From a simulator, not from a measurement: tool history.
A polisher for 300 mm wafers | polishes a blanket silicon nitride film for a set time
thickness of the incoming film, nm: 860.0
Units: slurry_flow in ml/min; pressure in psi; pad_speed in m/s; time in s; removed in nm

run	hour	slurry_flow	pressure	pad_speed	time	removed
1	0.0	185	4.1	1.26	93	198.28
2	2.6	185	4.1	1.26	93	199.75
3	3.2	185	4.7	1.26	93	219.81
4	5.7	150	4.7	1.26	93	216.88
5	12.7	150	4.7	1.08	93	192.12
6	16.7	150	4.3	1.06	93	176.22

Forecast run 7:
7	22.4	150	3.9	1.04	93	?

{"run 7": {"removed": 160.28}}
